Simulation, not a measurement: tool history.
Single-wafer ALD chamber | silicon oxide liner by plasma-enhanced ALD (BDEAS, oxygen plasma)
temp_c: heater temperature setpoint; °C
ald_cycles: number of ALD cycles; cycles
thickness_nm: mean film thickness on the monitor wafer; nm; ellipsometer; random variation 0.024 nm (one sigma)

{"run": 1, "hour": 0.0, "temp_c": 315, "ald_cycles": 62, "thickness_nm": 5.4136}
{"run": 2, "hour": 5.6, "temp_c": 311, "ald_cycles": 62, "thickness_nm": 5.4618}
{"run": 3, "hour": 13.8, "temp_c": 311, "ald_cycles": 68, "thickness_nm": 5.9818}
{"run": 4, "hour": 18.9, "temp_c": 311, "ald_cycles": 62, "thickness_nm": 5.4624}
{"run": 5, "hour": 25.3, "temp_c": 311, "ald_cycles": 53, "thickness_nm": 4.707}
{"run": 6, "hour": 33.7, "temp_c": 310, "ald_cycles": 56, "thickness_nm": 4.9224}
{"run": 7, "hour": 39.4, "temp_c": 310, "ald_cycles": 58, "thickness_nm": 5.1123}
{"run": 8, "hour": 47.9, "temp_c": 309, "ald_cycles": 60, "thickness_nm": 5.3076}

Forecast run 9:
{"run": 9, "hour": 50.8, "temp_c": 307, "ald_cycles": 61, "thickness_nm": "?"}

Run 9 gave thickness_nm 5.3952 nm.
